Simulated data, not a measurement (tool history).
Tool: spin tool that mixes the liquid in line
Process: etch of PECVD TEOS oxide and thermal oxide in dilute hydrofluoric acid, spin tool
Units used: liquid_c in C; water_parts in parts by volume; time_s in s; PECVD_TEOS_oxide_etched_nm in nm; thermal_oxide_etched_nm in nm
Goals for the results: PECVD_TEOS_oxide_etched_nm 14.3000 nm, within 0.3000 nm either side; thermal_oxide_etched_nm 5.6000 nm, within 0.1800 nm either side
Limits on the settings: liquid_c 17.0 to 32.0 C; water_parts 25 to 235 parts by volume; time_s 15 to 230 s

run 1 day=0.000 | liquid_c=24.0 water_parts=130 time_s=120 | PECVD_TEOS_oxide_etched_nm=10.8230 thermal_oxide_etched_nm=4.2425
run 2 day=0.175 | liquid_c=26.0 water_parts=130 time_s=120 | PECVD_TEOS_oxide_etched_nm=11.6610 thermal_oxide_etched_nm=4.4857
run 3 day=0.329 | liquid_c=26.0 water_parts=130 time_s=135 | PECVD_TEOS_oxide_etched_nm=13.1870 thermal_oxide_etched_nm=5.0823
run 4 day=0.558 | liquid_c=26.5 water_parts=130 time_s=135 | PECVD_TEOS_oxide_etched_nm=13.3770 thermal_oxide_etched_nm=5.2502
run 5 day=0.929 | liquid_c=27.0 water_parts=130 time_s=135 | PECVD_TEOS_oxide_etched_nm=13.6250 thermal_oxide_etched_nm=5.3021
run 6 day=1.225 | liquid_c=27.0 water_parts=130 time_s=95 | PECVD_TEOS_oxide_etched_nm=9.6277 thermal_oxide_etched_nm=3.7173
-- day=1.267 hydrofluoric acid flow meter replaced
run 7 day=1.267 | liquid_c=28.5 water_parts=120 time_s=95 | PECVD_TEOS_oxide_etched_nm=11.8940 thermal_oxide_etched_nm=4.5851
run 8 day=1.542 | liquid_c=32.0 water_parts=120 time_s=95 | PECVD_TEOS_oxide_etched_nm=13.5900 thermal_oxide_etched_nm=5.2875

Of the 4 settings listed for the next run, only one would bring every result within its allowed miss of target. Which one?
run A day=1.817 | liquid_c=30.0 water_parts=65 time_s=50 | PECVD_TEOS_oxide_etched_nm=? thermal_oxide_etched_nm=?
run B day=1.817 | liquid_c=32.0 water_parts=190 time_s=160 | PECVD_TEOS_oxide_etched_nm=? thermal_oxide_etched_nm=?
run C day=1.817 | liquid_c=30.5 water_parts=165 time_s=145 | PECVD_TEOS_oxide_etched_nm=? thermal_oxide_etched_nm=?
run D day=1.817 | liquid_c=32.0 water_parts=160 time_s=140 | PECVD_TEOS_oxide_etched_nm=? thermal_oxide_etched_nm=?

move=A PECVD_TEOS_oxide_etched_nm=13.2640 thermal_oxide_etched_nm=5.2028
move=B PECVD_TEOS_oxide_etched_nm=13.1250 thermal_oxide_etched_nm=5.1482
move=C PECVD_TEOS_oxide_etched_nm=13.4300 thermal_oxide_etched_nm=5.2681
move=D PECVD_TEOS_oxide_etched_nm=14.1890 thermal_oxide_etched_nm=5.5658
A: misses by more than the last run did
B: misses by more than the last run did
C: misses by more than the last run did
D: every result lands within tolerance
D is the move that brings every result within its allowed miss.
